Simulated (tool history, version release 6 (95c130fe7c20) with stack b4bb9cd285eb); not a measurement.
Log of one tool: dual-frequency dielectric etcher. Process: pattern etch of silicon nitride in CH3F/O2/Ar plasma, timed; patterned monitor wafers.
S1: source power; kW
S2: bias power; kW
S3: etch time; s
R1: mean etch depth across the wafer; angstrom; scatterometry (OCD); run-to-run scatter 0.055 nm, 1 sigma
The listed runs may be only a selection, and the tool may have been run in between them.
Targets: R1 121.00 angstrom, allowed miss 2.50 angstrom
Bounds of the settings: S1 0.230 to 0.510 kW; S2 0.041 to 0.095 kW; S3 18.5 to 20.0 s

{"run": 1, "hour": 0.0, "S1": 0.37, "S2": 0.068, "S3": 20.0, "R1": 147.81}
{"run": 2, "hour": 1.9, "S1": 0.34, "S2": 0.068, "S3": 20.0, "R1": 143.54}
{"run": 3, "hour": 7.8, "S1": 0.32, "S2": 0.065, "S3": 20.0, "R1": 139.25}
{"run": 4, "hour": 14.7, "S1": 0.32, "S2": 0.065, "S3": 20.0, "R1": 138.44}
{"run": 5, "hour": 23.3, "S1": 0.32, "S2": 0.065, "S3": 20.0, "R1": 138.84}
{"run": 6, "hour": 24.3, "S1": 0.31, "S2": 0.063, "S3": 20.0, "R1": 135.96}
{"run": 7, "hour": 29.4, "S1": 0.3, "S2": 0.061, "S3": 20.0, "R1": 133.7}
{"run": 8, "hour": 32.9, "S1": 0.29, "S2": 0.059, "S3": 20.0, "R1": 132.49}
{"run": 9, "hour": 37.0, "S1": 0.28, "S2": 0.057, "S3": 20.0, "R1": 129.01}

4 next moves are on the table. One of them brings every result within its allowed miss. Which?
{"run": "A", "hour": 41.1, "S1": 0.26, "S2": 0.053, "S3": 18.5, "R1": "?"}
{"run": "B", "hour": 41.1, "S1": 0.27, "S2": 0.053, "S3": 18.5, "R1": "?"}
{"run": "C", "hour": 41.1, "S1": 0.23, "S2": 0.057, "S3": 20.0, "R1": "?"}
{"run": "D", "hour": 41.1, "S1": 0.28, "S2": 0.053, "S3": 19.5, "R1": "?"}

move=A R1=115.69
move=B R1=117.38
move=C R1=120.79
move=D R1=125.47
A: carries the result that was furthest off beyond its target, to the other side
B: carries the result that was furthest off beyond its target, to the other side
C: hits every target within its allowed miss
D: closer than the last run, but not yet in spec
C meets every target.
